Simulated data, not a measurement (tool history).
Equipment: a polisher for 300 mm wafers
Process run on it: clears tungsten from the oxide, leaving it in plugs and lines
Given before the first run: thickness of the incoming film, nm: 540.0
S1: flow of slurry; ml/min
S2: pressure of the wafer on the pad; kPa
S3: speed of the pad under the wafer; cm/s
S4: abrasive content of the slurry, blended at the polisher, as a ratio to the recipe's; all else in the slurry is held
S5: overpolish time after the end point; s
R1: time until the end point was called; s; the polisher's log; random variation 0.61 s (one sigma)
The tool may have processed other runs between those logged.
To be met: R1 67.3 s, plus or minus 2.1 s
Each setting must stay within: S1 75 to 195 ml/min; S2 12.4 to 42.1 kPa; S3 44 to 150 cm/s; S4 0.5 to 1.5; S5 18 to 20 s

Run 1, hour 0: S1 125 ml/min, S2 26.9 kPa, S3 96 cm/s, S4 1, S5 18 s. Result: R1 95.814 s.
Run 2, hour 6.4: S1 130 ml/min, S2 27.6 kPa, S3 96 cm/s, S4 1, S5 18 s. Result: R1 93.601 s.
Run 3, hour 8.5: S1 130 ml/min, S2 28.3 kPa, S3 96 cm/s, S4 1, S5 18 s. Result: R1 92.58 s.
Run 4, hour 10.8: S1 130 ml/min, S2 28.3 kPa, S3 96 cm/s, S4 0.9, S5 18 s. Result: R1 94.915 s.
Run 5, hour 15.6: S1 130 ml/min, S2 29 kPa, S3 96 cm/s, S4 0.9, S5 18 s. Result: R1 90.521 s.
Run 6, hour 18: S1 130 ml/min, S2 23.4 kPa, S3 96 cm/s, S4 0.9, S5 18 s. Result: R1 111.35 s.
Run 7, hour 22.8: S1 130 ml/min, S2 24.8 kPa, S3 96 cm/s, S4 0.9, S5 18 s. Result: R1 104.68 s.
Run 8, hour 29.6: S1 130 ml/min, S2 26.2 kPa, S3 96 cm/s, S4 0.9, S5 18 s. Result: R1 99.842 s.
Run 9, hour 38.4: S1 130 ml/min, S2 27.6 kPa, S3 96 cm/s, S4 0.9, S5 18 s. Result: R1 95.188 s.
Run 10, hour 45.8: S1 130 ml/min, S2 28.3 kPa, S3 96 cm/s, S4 0.9, S5 18 s. Result: R1 92.129 s.

Pick the move, out of 5, that brings all results within their allowed miss; only one does.
Run A, hour 53.2: S1 140 ml/min, S2 20.7 kPa, S3 84 cm/s, S4 0.9, S5 20 s. Result: R1 ?.
Run B, hour 53.2: S1 160 ml/min, S2 29.6 kPa, S3 122 cm/s, S4 0.6, S5 18 s. Result: R1 ?.
Run C, hour 53.2: S1 145 ml/min, S2 33.1 kPa, S3 118 cm/s, S4 0.9, S5 18 s. Result: R1 ?.
Run D, hour 53.2: S1 130 ml/min, S2 35.9 kPa, S3 116 cm/s, S4 1, S5 20 s. Result: R1 ?.
Run E, hour 53.2: S1 140 ml/min, S2 33.8 kPa, S3 126 cm/s, S4 0.95, S5 20 s. Result: R1 ?.

move      R1
   A  134.84
   B  77.461
   C  67.986
   D  63.819
   E  63.472
A: further off than the last run
B: better than the last run, though not everything is in spec
C: every result lands within tolerance
D: takes the biggest miss from the last run beyond its target
E: takes the biggest miss from the last run beyond its target
C meets every target.
